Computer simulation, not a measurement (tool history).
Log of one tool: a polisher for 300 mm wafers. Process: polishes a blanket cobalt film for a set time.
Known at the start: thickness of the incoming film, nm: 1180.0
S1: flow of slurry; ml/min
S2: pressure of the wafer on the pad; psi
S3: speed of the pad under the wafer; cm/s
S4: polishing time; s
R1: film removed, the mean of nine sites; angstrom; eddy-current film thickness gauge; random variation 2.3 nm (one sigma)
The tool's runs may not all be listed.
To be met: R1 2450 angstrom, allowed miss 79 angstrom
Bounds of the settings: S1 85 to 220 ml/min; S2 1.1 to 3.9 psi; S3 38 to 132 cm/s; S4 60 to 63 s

{"run": 1, "hour": 0.0, "S1": 140, "S2": 2.5, "S3": 84, "S4": 60, "R1": 3320.9}
{"run": 2, "hour": 1.3, "S1": 135, "S2": 2.3, "S3": 84, "S4": 60, "R1": 3170}
{"run": 3, "hour": 5.8, "S1": 135, "S2": 2.3, "S3": 84, "S4": 63, "R1": 3310.4}
{"run": 4, "hour": 11.0, "S1": 135, "S2": 2.1, "S3": 84, "S4": 63, "R1": 3107.1}
{"run": 5, "hour": 17.3, "S1": 135, "S2": 1.9, "S3": 84, "S4": 63, "R1": 2899.4}
{"run": 6, "hour": 23.5, "S1": 135, "S2": 2.3, "S3": 84, "S4": 63, "R1": 3339.4}
{"run": 7, "hour": 30.8, "S1": 135, "S2": 2, "S3": 84, "S4": 63, "R1": 3016.9}
{"run": 8, "hour": 32.8, "S1": 135, "S2": 1.8, "S3": 84, "S4": 63, "R1": 2792.5}
{"run": 9, "hour": 36.8, "S1": 135, "S2": 1.7, "S3": 84, "S4": 63, "R1": 2722.5}
{"run": 10, "hour": 42.7, "S1": 130, "S2": 1.6, "S3": 84, "S4": 63, "R1": 2597.8}
{"run": 11, "hour": 45.1, "S1": 125, "S2": 1.6, "S3": 84, "S4": 63, "R1": 2584.4}
{"run": 12, "hour": 47.8, "S1": 120, "S2": 1.6, "S3": 84, "S4": 63, "R1": 2515.1}
{"run": 13, "hour": 50.0, "S1": 115, "S2": 1.6, "S3": 84, "S4": 63, "R1": 2541}

5 next moves are on the table. One of them brings every result within its allowed miss. Which?
{"run": "A", "hour": 52.2, "S1": 110, "S2": 2, "S3": 76, "S4": 63, "R1": "?"}
{"run": "B", "hour": 52.2, "S1": 130, "S2": 1.9, "S3": 80, "S4": 62, "R1": "?"}
{"run": "C", "hour": 52.2, "S1": 120, "S2": 1.2, "S3": 98, "S4": 62, "R1": "?"}
{"run": "D", "hour": 52.2, "S1": 100, "S2": 1.7, "S3": 88, "S4": 63, "R1": "?"}
{"run": "E", "hour": 52.2, "S1": 145, "S2": 1.5, "S3": 90, "S4": 63, "R1": "?"}

move=A R1=2629.6
move=B R1=2737.4
move=C R1=2480.4
move=D R1=2654.8
move=E R1=2748.5
A: further off than the last run
B: further off than the last run
C: meets every target
D: further off than the last run
E: further off than the last run
Move C is the one to make.
